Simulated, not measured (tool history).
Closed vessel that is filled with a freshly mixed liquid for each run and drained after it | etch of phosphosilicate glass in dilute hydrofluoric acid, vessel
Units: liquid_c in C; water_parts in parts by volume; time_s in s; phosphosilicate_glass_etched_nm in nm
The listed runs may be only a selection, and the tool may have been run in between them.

run,day,liquid_c,water_parts,time_s,phosphosilicate_glass_etched_nm
1,0.000,21.0,250,290,56.058
2,0.321,21.0,185,290,80.811
3,0.404,19.5,185,290,76.063
4,0.633,19.5,230,290,58.515
5,0.833,19.5,270,290,48.209
# day 0.921: hydrofluoric acid flow meter replaced
6,0.921,19.5,230,290,54.887

What does the tool deliver on the next run?
7,1.188,20.0,230,290,?

Run 7 gave phosphosilicate_glass_etched_nm 55.847 nm.
